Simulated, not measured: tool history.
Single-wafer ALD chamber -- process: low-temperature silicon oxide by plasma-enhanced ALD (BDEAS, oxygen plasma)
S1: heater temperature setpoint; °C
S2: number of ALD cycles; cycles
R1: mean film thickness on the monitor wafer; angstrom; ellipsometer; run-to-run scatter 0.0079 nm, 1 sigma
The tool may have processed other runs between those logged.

{"run": 1, "hour": 0.0, "S1": 105, "S2": 30, "R1": 40.472}
{"run": 2, "hour": 3.2, "S1": 110, "S2": 30, "R1": 39.956}
{"run": 3, "hour": 5.9, "S1": 112, "S2": 29, "R1": 38.544}
{"run": 4, "hour": 7.3, "S1": 105, "S2": 29, "R1": 39.11}
{"run": 5, "hour": 14.1, "S1": 107, "S2": 28, "R1": 37.586}
{"run": 6, "hour": 21.3, "S1": 107, "S2": 30, "R1": 40.213}
{"run": 7, "hour": 22.0, "S1": 108, "S2": 29, "R1": 38.71}
{"run": 8, "hour": 23.2, "S1": 109, "S2": 28, "R1": 37.298}
{"run": 9, "hour": 25.8, "S1": 110, "S2": 27, "R1": 36.039}
{"run": 10, "hour": 32.3, "S1": 111, "S2": 26, "R1": 34.515}
{"run": 11, "hour": 37.8, "S1": 112, "S2": 25, "R1": 33.071}
{"run": 12, "hour": 40.0, "S1": 113, "S2": 25, "R1": 33.083}
{"run": 13, "hour": 42.8, "S1": 114, "S2": 25, "R1": 32.882}
{"run": 14, "hour": 51.0, "S1": 115, "S2": 25, "R1": 32.923}

What does the tool deliver on the next run?
{"run": 15, "hour": 53.2, "S1": 115, "S2": 25, "R1": "?"}

Run 15 came out at R1 32.994 angstrom.

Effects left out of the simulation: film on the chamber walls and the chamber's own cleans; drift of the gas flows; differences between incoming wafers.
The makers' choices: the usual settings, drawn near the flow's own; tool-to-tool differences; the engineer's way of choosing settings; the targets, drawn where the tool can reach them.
